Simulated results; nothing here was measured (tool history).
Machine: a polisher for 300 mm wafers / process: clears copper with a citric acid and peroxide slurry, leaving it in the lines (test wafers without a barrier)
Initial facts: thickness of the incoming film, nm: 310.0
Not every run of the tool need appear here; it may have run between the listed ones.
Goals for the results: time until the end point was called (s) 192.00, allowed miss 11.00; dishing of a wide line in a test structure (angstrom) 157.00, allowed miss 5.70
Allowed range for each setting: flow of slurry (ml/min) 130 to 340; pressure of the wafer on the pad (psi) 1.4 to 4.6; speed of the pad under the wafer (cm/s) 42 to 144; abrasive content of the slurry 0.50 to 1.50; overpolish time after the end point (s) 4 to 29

run,hour,flow of slurry (ml/min),pressure of the wafer on the pad (psi),speed of the pad under the wafer (cm/s),abrasive content of the slurry,overpolish time after the end point (s),time until the end point was called (s),dishing of a wide line in a test structure (angstrom)
1,0.0,220,3.0,92,1.00,15,128.89,258.91
2,3.4,220,3.0,92,1.00,21,126.92,338.98
3,6.3,225,2.8,88,1.00,19,135.80,296.47
4,14.3,225,3.4,88,1.00,19,119.45,329.93
5,17.8,225,3.0,88,1.00,19,131.02,307.27
6,19.1,235,2.8,84,1.00,17,143.67,263.42
7,23.2,230,2.6,84,1.00,15,152.11,222.13
8,27.2,225,2.4,84,1.00,14,162.08,201.78
9,29.0,220,2.3,84,1.00,13,162.43,182.74
10,32.9,205,2.1,84,1.00,13,170.02,175.80
11,37.8,205,2.1,84,1.00,13,171.39,176.39
12,42.6,205,2.0,84,1.00,13,176.81,169.64
13,45.3,200,1.9,84,1.00,13,181.66,162.63

Exactly one of the 5 candidate moves below puts every result within its allowed miss. Which one?
A,48.0,205,2.2,84,0.95,12,?,?
B,48.0,230,1.4,90,1.05,13,?,?
C,48.0,205,2.1,84,1.15,11,?,?
D,48.0,220,1.9,70,1.00,15,?,?
E,48.0,190,2.1,92,1.00,12,?,?

move,time until the end point was called (s),dishing of a wide line in a test structure (angstrom)
A,166.77,165.28
B,184.87,160.53
C,162.43,156.12
D,208.56,164.84
E,156.65,174.92
A: lands further from the targets than the last run did
B: hits every target within its allowed miss
C: brings the last run's worst result on target, with another outside its allowed miss
D: lands further from the targets than the last run did
E: lands further from the targets than the last run did
The right move is B.
